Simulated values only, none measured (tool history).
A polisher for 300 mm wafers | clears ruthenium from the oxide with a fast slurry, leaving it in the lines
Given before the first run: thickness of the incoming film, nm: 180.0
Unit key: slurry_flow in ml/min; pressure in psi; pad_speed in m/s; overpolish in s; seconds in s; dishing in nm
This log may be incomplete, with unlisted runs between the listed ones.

run,hour,slurry_flow,pressure,pad_speed,slurry_solids,overpolish,seconds,dishing
1,0.0,275,3.2,1.28,1.0,21,33.198,80.178
2,1.3,280,3.4,1.28,1.0,17,31.147,72.058
3,4.7,280,3.4,1.28,1.0,10,30.680,44.540
4,11.3,285,3.5,1.28,1.0,10,30.387,47.036
5,17.6,285,3.6,1.28,1.0,10,30.056,48.160
6,18.6,285,3.6,1.28,1.0,6,28.968,29.985
7,24.5,285,3.7,1.30,1.0,8,28.381,41.530
8,26.3,285,3.8,1.30,1.0,9,27.647,46.143

For run 9, what comes out?
9,29.4,290,4.1,1.30,1.0,11,?,?

seconds: 25.093 s
dishing: 57.993 nm
